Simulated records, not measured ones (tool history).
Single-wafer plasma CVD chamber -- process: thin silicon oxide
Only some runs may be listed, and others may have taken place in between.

run	day	heater temperature setpoint (K)	chamber pressure (Torr)	RF power (kW)	deposition time (s)	mean film thickness on the monitor wafer (Å)
1	0	663.15	0.653	0.33	9.32	145.46
2	0.321	663.15	0.557	0.33	9.32	123.64
3	0.371	663.15	0.445	0.33	9.32	99.27
4	0.45	663.15	0.445	0.37	9.32	104.36
5	0.488	663.15	0.493	0.37	9.32	116.42
6	0.538	663.15	0.493	0.33	9.32	110.13
7	0.85	663.15	0.537	0.33	9.32	119.23

The next listed run, before its measurement:
8	1.112	663.15	0.572	0.33	9.32	?

mean film thickness on the monitor wafer (Å): 127.46
